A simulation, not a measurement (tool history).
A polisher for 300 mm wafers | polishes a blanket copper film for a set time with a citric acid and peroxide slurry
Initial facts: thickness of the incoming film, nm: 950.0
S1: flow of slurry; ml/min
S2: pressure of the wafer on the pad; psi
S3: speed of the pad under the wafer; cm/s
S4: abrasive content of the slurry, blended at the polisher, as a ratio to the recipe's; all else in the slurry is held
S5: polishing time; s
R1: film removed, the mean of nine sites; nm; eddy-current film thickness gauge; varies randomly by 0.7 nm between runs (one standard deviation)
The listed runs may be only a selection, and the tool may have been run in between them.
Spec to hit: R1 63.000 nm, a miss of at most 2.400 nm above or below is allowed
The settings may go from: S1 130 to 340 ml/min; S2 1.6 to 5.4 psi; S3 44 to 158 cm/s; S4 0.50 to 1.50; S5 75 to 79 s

{"run": 1, "day": 0.0, "S1": 220, "S2": 3.5, "S3": 100, "S4": 1.0, "S5": 75, "R1": 169.37}
{"run": 2, "day": 0.221, "S1": 215, "S2": 2.9, "S3": 84, "S4": 1.0, "S5": 75, "R1": 120.97}
{"run": 3, "day": 0.329, "S1": 215, "S2": 2.9, "S3": 84, "S4": 1.1, "S5": 75, "R1": 123.58}
{"run": 4, "day": 0.583, "S1": 170, "S2": 2.9, "S3": 84, "S4": 1.1, "S5": 75, "R1": 118.92}
{"run": 5, "day": 0.883, "S1": 170, "S2": 3.6, "S3": 84, "S4": 1.1, "S5": 75, "R1": 145.1}
{"run": 6, "day": 1.192, "S1": 190, "S2": 3.6, "S3": 84, "S4": 1.1, "S5": 75, "R1": 147.78}
{"run": 7, "day": 1.446, "S1": 185, "S2": 2.9, "S3": 76, "S4": 1.1, "S5": 75, "R1": 110.24}
{"run": 8, "day": 1.729, "S1": 180, "S2": 2.5, "S3": 70, "S4": 1.1, "S5": 75, "R1": 87.831}
{"run": 9, "day": 2.042, "S1": 175, "S2": 2.2, "S3": 70, "S4": 1.1, "S5": 75, "R1": 79.411}
{"run": 10, "day": 2.308, "S1": 170, "S2": 2.0, "S3": 70, "S4": 1.1, "S5": 75, "R1": 73.094}

Of the 4 settings listed for the next run, only one would bring every result within its allowed miss of target. Which one?
{"run": "A", "day": 2.575, "S1": 260, "S2": 1.7, "S3": 64, "S4": 1.45, "S5": 78, "R1": "?"}
{"run": "B", "day": 2.575, "S1": 145, "S2": 2.8, "S3": 64, "S4": 0.9, "S5": 79, "R1": "?"}
{"run": "C", "day": 2.575, "S1": 170, "S2": 2.0, "S3": 68, "S4": 1.05, "S5": 75, "R1": "?"}
{"run": "D", "day": 2.575, "S1": 130, "S2": 1.8, "S3": 74, "S4": 0.9, "S5": 75, "R1": "?"}

move=A R1=67.362
move=B R1=86.263
move=C R1=69.237
move=D R1=63.204
A: closes in on the targets versus the last run, not all within tolerance yet
B: its largest miss is bigger than the last run's
C: closes in on the targets versus the last run, not all within tolerance yet
D: each result inside its tolerance
D meets every target.
